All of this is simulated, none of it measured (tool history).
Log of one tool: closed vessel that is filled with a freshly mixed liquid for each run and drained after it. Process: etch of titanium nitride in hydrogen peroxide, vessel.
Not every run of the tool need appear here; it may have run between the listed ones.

run	day	temperature setpoint of the liquid (K)	concentration of hydrogen peroxide in the mixed liquid (% by weight)	time in the liquid (s)	thickness taken off the titanium nitride on a monitor wafer (Å)
1	0	323.15	24.5	340	168.96
2	0.238	322.15	24.5	340	157.12
3	0.408	322.15	27.5	340	161.58
4	0.646	321.15	27.5	340	148.96
5	0.808	320.65	27.5	340	144.76
6	1.158	314.15	27.5	340	88.799
7	1.192	317.65	27.5	340	115.79
8	1.283	317.15	27.5	340	111

Run 9, settings as shown, results not yet in. Your forecast:
9	1.417	317.15	27	340	?

{"run 9": {"thickness taken off the titanium nitride on a monitor wafer (Å)": 111.11}}
